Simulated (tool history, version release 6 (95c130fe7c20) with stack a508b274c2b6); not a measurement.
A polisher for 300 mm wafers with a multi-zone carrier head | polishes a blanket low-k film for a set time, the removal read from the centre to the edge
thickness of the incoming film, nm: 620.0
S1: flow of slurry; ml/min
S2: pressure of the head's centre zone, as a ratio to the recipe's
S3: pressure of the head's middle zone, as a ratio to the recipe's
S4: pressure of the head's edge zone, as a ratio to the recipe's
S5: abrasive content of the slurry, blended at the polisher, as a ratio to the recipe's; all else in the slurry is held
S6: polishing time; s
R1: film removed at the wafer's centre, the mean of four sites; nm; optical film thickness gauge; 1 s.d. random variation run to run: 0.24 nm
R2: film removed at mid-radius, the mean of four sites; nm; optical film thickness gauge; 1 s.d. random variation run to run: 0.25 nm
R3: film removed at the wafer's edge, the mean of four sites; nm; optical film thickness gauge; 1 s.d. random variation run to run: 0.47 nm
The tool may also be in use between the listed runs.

| run | hour | S1 | S2 | S3 | S4 | S5 | S6 | R1 | R2 | R3 |
|---|---|---|---|---|---|---|---|---|---|---|
| 1 | 0.0 | 155 | 1.00 | 1.00 | 1.00 | 1.0 | 73 | 36.049 | 36.044 | 37.420 |
| 2 | 4.3 | 145 | 1.00 | 0.99 | 1.00 | 1.0 | 73 | 35.733 | 35.440 | 36.162 |
| 3 | 10.4 | 145 | 1.00 | 1.03 | 1.00 | 1.0 | 73 | 35.516 | 36.536 | 36.427 |
| 4 | 14.4 | 145 | 1.00 | 1.03 | 1.00 | 0.8 | 73 | 31.069 | 31.862 | 32.487 |
| 5 | 19.3 | 180 | 1.00 | 1.03 | 1.00 | 0.8 | 73 | 32.581 | 33.241 | 33.927 |
| 6 | 26.4 | 180 | 1.00 | 0.94 | 1.00 | 0.8 | 73 | 32.746 | 30.547 | 32.883 |
| 7 | 31.3 | 185 | 1.00 | 0.94 | 1.02 | 0.8 | 73 | 32.903 | 30.721 | 33.480 |
| 8 | 36.8 | 190 | 1.00 | 0.94 | 1.04 | 0.8 | 73 | 32.834 | 31.189 | 33.855 |
| 9 | 38.2 | 195 | 1.00 | 0.93 | 1.06 | 0.8 | 73 | 33.332 | 30.999 | 34.797 |
| 10 | 40.6 | 200 | 1.00 | 0.93 | 1.07 | 0.8 | 73 | 33.145 | 31.060 | 34.658 |
| 11 | 45.7 | 200 | 1.00 | 0.93 | 1.07 | 0.8 | 73 | 33.379 | 31.243 | 34.496 |

Run 12, settings as shown, results not yet in. Your forecast:
| 12 | 54.5 | 205 | 1.00 | 0.93 | 1.09 | 0.8 | 73 | ? | ? | ? |

R1: 33.466 nm
R2: 31.234 nm
R3: 35.188 nm

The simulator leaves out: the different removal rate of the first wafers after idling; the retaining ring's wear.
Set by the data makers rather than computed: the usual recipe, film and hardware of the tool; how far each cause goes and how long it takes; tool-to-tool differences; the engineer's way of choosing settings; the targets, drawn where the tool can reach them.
